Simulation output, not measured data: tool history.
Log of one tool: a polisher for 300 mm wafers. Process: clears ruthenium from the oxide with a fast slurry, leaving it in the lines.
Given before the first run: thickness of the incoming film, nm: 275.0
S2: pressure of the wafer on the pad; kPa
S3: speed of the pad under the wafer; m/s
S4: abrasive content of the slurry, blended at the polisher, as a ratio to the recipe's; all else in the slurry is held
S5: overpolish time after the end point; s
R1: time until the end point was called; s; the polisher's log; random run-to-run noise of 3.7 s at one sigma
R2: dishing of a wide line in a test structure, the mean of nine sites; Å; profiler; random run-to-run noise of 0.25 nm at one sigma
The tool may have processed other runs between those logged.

{"run": 1, "hour": 0.0, "flow of slurry (ml/min)": 310, "S2": 15.2, "S3": 0.98, "S4": 1, "S5": 18, "R1": 104.49, "R2": 413.17}
{"run": 2, "hour": 8.6, "flow of slurry (ml/min)": 310, "S2": 15.2, "S3": 0.98, "S4": 1, "S5": 11, "R1": 108.06, "R2": 258.58}
{"run": 3, "hour": 17.3, "flow of slurry (ml/min)": 310, "S2": 13.1, "S3": 0.94, "S4": 1, "S5": 12, "R1": 124.98, "R2": 238.89}
{"run": 4, "hour": 25.2, "flow of slurry (ml/min)": 310, "S2": 13.1, "S3": 0.7, "S4": 1, "S5": 12, "R1": 164.33, "R2": 180.45}
{"run": 5, "hour": 26.6, "flow of slurry (ml/min)": 310, "S2": 11.7, "S3": 0.7, "S4": 1, "S5": 13, "R1": 188.65, "R2": 174.95}
{"run": 6, "hour": 31.6, "flow of slurry (ml/min)": 355, "S2": 11.7, "S3": 0.7, "S4": 1, "S5": 13, "R1": 187.97, "R2": 178.77}

Forecast run 7:
{"run": 7, "hour": 39.4, "flow of slurry (ml/min)": 355, "S2": 11, "S3": 0.7, "S4": 1, "S5": 13, "R1": "?", "R2": "?"}

R1: 198.87 s
R2: 167.99 Å

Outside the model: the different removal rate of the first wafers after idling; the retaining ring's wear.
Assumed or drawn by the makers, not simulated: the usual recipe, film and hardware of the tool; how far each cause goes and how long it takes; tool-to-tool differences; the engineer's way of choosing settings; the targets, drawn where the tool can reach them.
